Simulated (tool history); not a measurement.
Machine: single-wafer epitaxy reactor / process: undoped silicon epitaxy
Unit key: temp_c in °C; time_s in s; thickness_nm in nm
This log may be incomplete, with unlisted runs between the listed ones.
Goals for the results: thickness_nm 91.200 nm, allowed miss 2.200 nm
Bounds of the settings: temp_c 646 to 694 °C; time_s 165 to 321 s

run  hour  temp_c  time_s  thickness_nm
  1   0.0     670     243        67.413
  2   9.0     663     243        56.406
  3  10.2     667     243        62.640
  4  12.9     670     243        67.607
  5  17.6     672     243        70.503
  6  25.2     672     224        64.639
  7  34.2     675     224        70.090
  8  40.7     677     224        73.399
  9  45.3     679     224        76.832
 10  46.2     680     224        78.620
 11  51.2     681     224        80.383
 12  54.9     682     224        82.899
 13  58.0     683     224        84.368
 14  61.8     684     224        85.956
 15  66.2     684     224        86.529
 16  67.1     685     224        88.000

Which single option among these 5 for the next run brings every result within its allowed miss of target? Just one does.
  A  68.0     687     235             ?
  B  68.0     688     232             ?
  C  68.0     688     228             ?
  D  68.0     686     212             ?
  E  68.0     681     256             ?

move  thickness_nm
   A        97.487
   B        98.464
   C        96.766
   D        85.957
   E        92.503
A: pushes the last run's worst result past its target
B: pushes the last run's worst result past its target
C: pushes the last run's worst result past its target
D: further off than the last run
E: in spec on every target
E is the move that brings every result within its allowed miss.
